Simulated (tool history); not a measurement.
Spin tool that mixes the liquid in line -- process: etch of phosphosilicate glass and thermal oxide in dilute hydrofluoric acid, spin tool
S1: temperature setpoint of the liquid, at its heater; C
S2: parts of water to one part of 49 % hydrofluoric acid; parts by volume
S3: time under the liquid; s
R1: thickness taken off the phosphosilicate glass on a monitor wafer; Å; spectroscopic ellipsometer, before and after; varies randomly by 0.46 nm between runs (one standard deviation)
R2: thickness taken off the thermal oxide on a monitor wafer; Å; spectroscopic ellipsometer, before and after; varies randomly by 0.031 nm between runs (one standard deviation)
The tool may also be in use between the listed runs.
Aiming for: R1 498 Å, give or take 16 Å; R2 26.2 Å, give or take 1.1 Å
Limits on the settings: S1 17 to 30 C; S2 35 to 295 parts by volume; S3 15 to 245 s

run 1 hour=0 | S1=22 S2=165 S3=125 | R1=607.57 R2=32.108
run 2 hour=1.8 | S1=21 S2=165 S3=125 | R1=568 R2=29.926
run 3 hour=9.7 | S1=20.5 S2=165 S3=125 | R1=563.07 R2=29.429
run 4 hour=16.4 | S1=20.5 S2=165 S3=100 | R1=446.23 R2=23.527
run 5 hour=22.9 | S1=20.5 S2=215 S3=100 | R1=326.21 R2=17.221
run 6 hour=28.8 | S1=22.5 S2=215 S3=100 | R1=350.77 R2=18.49
run 7 hour=35.3 | S1=24 S2=215 S3=100 | R1=374.43 R2=19.331
run 8 hour=38.3 | S1=24 S2=215 S3=100 | R1=371.19 R2=20.058

Consider the 5 candidate settings below. Which is the only one whose results all fall within their allowed miss of target?
run A hour=41.3 | S1=21 S2=200 S3=125 | R1=? R2=?
run B hour=41.3 | S1=27.5 S2=220 S3=120 | R1=? R2=?
run C hour=41.3 | S1=23.5 S2=220 S3=150 | R1=? R2=?
run D hour=41.3 | S1=22 S2=165 S3=115 | R1=? R2=?
run E hour=41.3 | S1=28.5 S2=205 S3=100 | R1=? R2=?

move=A R1=454.45 R2=23.608
move=B R1=492.54 R2=25.587
move=C R1=533.39 R2=27.709
move=D R1=546.08 R2=28.368
move=E R1=464.19 R2=24.114
A: better than the last run, though not everything is in spec
B: every result lands within tolerance
C: takes the biggest miss from the last run beyond its target
D: takes the biggest miss from the last run beyond its target
E: better than the last run, though not everything is in spec
The move that meets every target is B.
